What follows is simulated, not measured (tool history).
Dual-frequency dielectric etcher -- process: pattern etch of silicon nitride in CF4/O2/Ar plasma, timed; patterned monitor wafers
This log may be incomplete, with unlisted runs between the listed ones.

| run | hour | source power (kW) | bias power (kW) | Ar flow (sccm) | CF4 flow (sccm) | etch time (s) | mean etch depth across the wafer (Å) |
|---|---|---|---|---|---|---|---|
| 1 | 0.0 | 0.570 | 0.042 | 132 | 81 | 110 | 1870.0 |
| 2 | 3.5 | 0.640 | 0.042 | 132 | 81 | 110 | 2107.5 |
| 3 | 9.0 | 0.640 | 0.042 | 148 | 81 | 110 | 2079.6 |
| 4 | 16.4 | 0.640 | 0.042 | 148 | 69 | 110 | 2027.0 |
| 5 | 24.7 | 0.640 | 0.042 | 138 | 69 | 110 | 2045.6 |
| 6 | 32.8 | 0.550 | 0.042 | 138 | 69 | 110 | 1742.5 |
| 7 | 37.8 | 0.490 | 0.042 | 138 | 69 | 110 | 1543.7 |
| 8 | 45.3 | 0.460 | 0.042 | 138 | 69 | 110 | 1448.4 |

For run 9, what comes out?
| 9 | 48.8 | 0.440 | 0.042 | 138 | 69 | 110 | ? |

mean etch depth across the wafer (Å): 1377.0
